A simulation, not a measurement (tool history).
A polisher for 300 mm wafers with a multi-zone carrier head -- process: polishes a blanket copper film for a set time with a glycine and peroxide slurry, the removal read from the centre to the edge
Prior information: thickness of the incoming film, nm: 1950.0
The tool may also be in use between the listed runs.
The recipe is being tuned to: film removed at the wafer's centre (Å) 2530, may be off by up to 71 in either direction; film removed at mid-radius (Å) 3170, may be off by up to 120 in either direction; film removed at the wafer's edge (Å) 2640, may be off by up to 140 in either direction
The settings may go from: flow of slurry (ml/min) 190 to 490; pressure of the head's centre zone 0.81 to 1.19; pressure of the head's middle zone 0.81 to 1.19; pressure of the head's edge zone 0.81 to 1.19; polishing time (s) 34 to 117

run,hour,flow of slurry (ml/min),pressure of the head's centre zone,pressure of the head's middle zone,pressure of the head's edge zone,polishing time (s),film removed at the wafer's centre (Å),film removed at mid-radius (Å),film removed at the wafer's edge (Å)
1,0,315,1,1,1,75,4317.1,4442.4,4426.8
2,8.2,315,0.99,1.01,0.98,71,4083,4111.3,4136.2
3,15.7,315,0.99,1.01,1.06,71,4021.4,4129.3,4295.3
4,21.6,315,1.04,1.01,1.06,71,4263.6,4165.1,4156
5,23.8,315,1.04,1.01,1.01,71,4180.2,4057.8,3980.5
6,31.9,315,1.04,1.04,1.01,71,4153.9,4244,4162.3
7,34.6,320,1.04,1.06,0.98,67,4028.3,4024.2,3835.8
8,41.7,320,1.04,1.06,0.98,67,3951.5,4049.9,3857.7
9,46.8,320,1.04,1.06,0.98,67,4047.2,3997.5,3807.7
10,53.6,315,0.94,1.14,0.88,46,2456.8,2936.2,2470.5
11,57,320,0.94,1.15,0.89,46,2497.6,3005.5,2538.2
12,60.2,325,0.94,1.16,0.89,46,2475.7,3013.8,2520.7
13,63.7,325,0.94,1.16,0.89,46,2497.1,3072.2,2521.5

Which single option among these 5 for the next run brings every result within its allowed miss of target? Just one does.
A,67.2,330,0.9,1.08,0.92,48,?,?,?
B,67.2,240,0.93,1.19,0.92,49,?,?,?
C,67.2,345,1.04,1.17,0.99,43,?,?,?
D,67.2,340,0.93,1.19,0.85,45,?,?,?
E,67.2,335,0.81,1.17,0.94,50,?,?,?

move,film removed at the wafer's centre (Å),film removed at mid-radius (Å),film removed at the wafer's edge (Å)
A,2526.5,2998.6,2581.2
B,2545.3,3197.8,2557.6
C,2571.3,2882,2398.7
D,2444.1,3057.4,2336
E,2416.9,3345.7,2715.7
A: puts the biggest miss on target and leaves a different result outside tolerance
B: in spec on every target
C: the biggest miss grows against the last run
D: the biggest miss grows against the last run
E: puts the biggest miss on target and leaves a different result outside tolerance
Move B is the one to make.
